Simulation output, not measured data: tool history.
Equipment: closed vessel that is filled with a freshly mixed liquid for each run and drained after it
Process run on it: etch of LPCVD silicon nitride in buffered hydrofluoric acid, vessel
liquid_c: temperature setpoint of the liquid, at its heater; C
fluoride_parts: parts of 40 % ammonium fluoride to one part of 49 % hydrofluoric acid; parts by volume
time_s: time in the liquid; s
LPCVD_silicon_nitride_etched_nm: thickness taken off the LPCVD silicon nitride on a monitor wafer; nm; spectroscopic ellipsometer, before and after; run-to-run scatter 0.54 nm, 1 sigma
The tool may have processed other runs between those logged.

run    day  liquid_c  fluoride_parts  time_s  LPCVD_silicon_nitride_etched_nm
  1      0        24             7.5    2880                           62.792
  2  0.179        24             8.5    2880                           54.982
  3    0.3      21.5             8.5    2880                            47.74
  4  0.546      24.5               8    2880                           59.934
     0.829  -- thermometer replaced
  5  0.829      24.5               8    2880                           56.284
  6  1.179      26.5               7    2900                           73.966

Run 7 is up next; what results do you expect?
  7  1.358        28             6.5    2900                                ?

{"run 7": {"LPCVD_silicon_nitride_etched_nm": 84.363}}
